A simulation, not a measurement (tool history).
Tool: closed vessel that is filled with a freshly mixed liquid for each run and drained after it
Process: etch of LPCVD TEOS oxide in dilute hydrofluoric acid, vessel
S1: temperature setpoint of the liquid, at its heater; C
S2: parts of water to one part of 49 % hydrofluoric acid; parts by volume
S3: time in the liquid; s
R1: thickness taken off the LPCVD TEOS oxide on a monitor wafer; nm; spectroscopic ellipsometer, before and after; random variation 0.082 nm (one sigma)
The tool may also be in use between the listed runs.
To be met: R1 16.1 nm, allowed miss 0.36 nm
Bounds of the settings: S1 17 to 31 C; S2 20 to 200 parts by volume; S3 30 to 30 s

run	hour	S1	S2	S3	R1
1	0	23	110	30	10.196
2	2.8	23	130	30	8.4493
3	4.1	24.5	120	30	9.7452
4	8.1	26	115	30	10.845
5	16.9	26	115	30	10.905
6	24.4	26	95	30	13.543
7	32.9	27	95	30	14.066
8	38.3	27.5	95	30	14.401

Which of these 4 next moves meets every target?
A	43.7	27.5	80	30	?
B	43.7	27.5	90	30	?
C	43.7	30	90	30	?
D	43.7	29	90	30	?

move	R1
A	17.549
B	15.388
C	16.932
D	16.301
A: takes the result that was furthest off past its target
B: nearer than the last run, and not there yet
C: takes the result that was furthest off past its target
D: meets every target
Answer: D
